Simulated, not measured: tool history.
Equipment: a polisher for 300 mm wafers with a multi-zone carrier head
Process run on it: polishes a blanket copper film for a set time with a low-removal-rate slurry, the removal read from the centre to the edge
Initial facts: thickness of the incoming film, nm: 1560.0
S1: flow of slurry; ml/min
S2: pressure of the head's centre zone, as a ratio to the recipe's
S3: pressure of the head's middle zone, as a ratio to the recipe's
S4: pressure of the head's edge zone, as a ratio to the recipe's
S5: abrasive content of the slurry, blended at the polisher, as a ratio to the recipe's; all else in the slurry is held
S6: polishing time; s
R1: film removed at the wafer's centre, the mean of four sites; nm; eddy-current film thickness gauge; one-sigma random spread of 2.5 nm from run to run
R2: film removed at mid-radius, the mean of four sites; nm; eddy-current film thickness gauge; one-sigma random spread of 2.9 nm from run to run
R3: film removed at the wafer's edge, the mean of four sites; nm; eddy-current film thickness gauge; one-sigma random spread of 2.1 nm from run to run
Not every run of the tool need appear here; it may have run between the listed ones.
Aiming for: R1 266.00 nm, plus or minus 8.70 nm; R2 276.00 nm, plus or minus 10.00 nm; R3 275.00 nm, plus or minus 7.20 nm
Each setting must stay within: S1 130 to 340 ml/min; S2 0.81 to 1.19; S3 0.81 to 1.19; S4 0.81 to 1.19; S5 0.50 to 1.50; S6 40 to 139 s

{"run": 1, "day": 0.0, "S1": 220, "S2": 1.0, "S3": 1.0, "S4": 1.0, "S5": 1.0, "S6": 89, "R1": 362.53, "R2": 371.55, "R3": 361.59}
{"run": 2, "day": 0.071, "S1": 220, "S2": 1.0, "S3": 1.0, "S4": 1.0, "S5": 1.0, "S6": 75, "R1": 300.3, "R2": 321.42, "R3": 301.07}
{"run": 3, "day": 0.288, "S1": 220, "S2": 1.0, "S3": 1.03, "S4": 1.0, "S5": 1.0, "S6": 75, "R1": 305.82, "R2": 323.05, "R3": 306.18}
{"run": 4, "day": 0.458, "S1": 220, "S2": 1.0, "S3": 1.03, "S4": 1.0, "S5": 1.0, "S6": 62, "R1": 255.79, "R2": 267.19, "R3": 249.85}
{"run": 5, "day": 0.75, "S1": 220, "S2": 1.0, "S3": 1.03, "S4": 1.08, "S5": 1.0, "S6": 62, "R1": 250.43, "R2": 267.23, "R3": 260.35}
{"run": 6, "day": 0.808, "S1": 220, "S2": 1.0, "S3": 1.03, "S4": 1.08, "S5": 0.9, "S6": 62, "R1": 243.91, "R2": 255.32, "R3": 256.06}
{"run": 7, "day": 1.004, "S1": 230, "S2": 1.01, "S3": 1.04, "S4": 1.09, "S5": 0.9, "S6": 62, "R1": 248.18, "R2": 263.75, "R3": 251.54}
{"run": 8, "day": 1.304, "S1": 230, "S2": 1.01, "S3": 1.03, "S4": 1.1, "S5": 0.95, "S6": 62, "R1": 253.79, "R2": 259.46, "R3": 260.65}
{"day": 1.425, "done": "edge zone pressure recalibrated"}
{"run": 9, "day": 1.425, "S1": 235, "S2": 1.01, "S3": 1.04, "S4": 1.11, "S5": 0.95, "S6": 62, "R1": 252.16, "R2": 269.15, "R3": 267.99}
{"run": 10, "day": 1.754, "S1": 240, "S2": 1.02, "S3": 1.04, "S4": 1.11, "S5": 0.95, "S6": 62, "R1": 251.75, "R2": 268.29, "R3": 270.39}

Which one of the following 5 next-run settings gets every result inside its allowed miss? There is exactly one.
{"run": "A", "day": 2.083, "S1": 305, "S2": 0.93, "S3": 1.03, "S4": 1.19, "S5": 0.9, "S6": 61, "R1": "?", "R2": "?", "R3": "?"}
{"run": "B", "day": 2.083, "S1": 340, "S2": 0.93, "S3": 1.11, "S4": 1.16, "S5": 1.05, "S6": 56, "R1": "?", "R2": "?", "R3": "?"}
{"run": "C", "day": 2.083, "S1": 275, "S2": 0.93, "S3": 1.14, "S4": 1.19, "S5": 1.0, "S6": 57, "R1": "?", "R2": "?", "R3": "?"}
{"run": "D", "day": 2.083, "S1": 275, "S2": 0.93, "S3": 1.1, "S4": 1.12, "S5": 0.85, "S6": 62, "R1": "?", "R2": "?", "R3": "?"}
{"run": "E", "day": 2.083, "S1": 190, "S2": 1.01, "S3": 1.02, "S4": 1.03, "S5": 0.85, "S6": 70, "R1": "?", "R2": "?", "R3": "?"}

move=A R1=240.31 R2=262.09 R3=274.33
move=B R1=234.04 R2=271.62 R3=262.53
move=C R1=229.35 R2=272.91 R3=262.22
move=D R1=237.11 R2=273.72 R3=263.49
move=E R1=267.63 R2=275.18 R3=275.59
A: misses by more than the last run did
B: misses by more than the last run did
C: misses by more than the last run did
D: misses by more than the last run did
E: hits every target within its allowed miss
E meets every target.
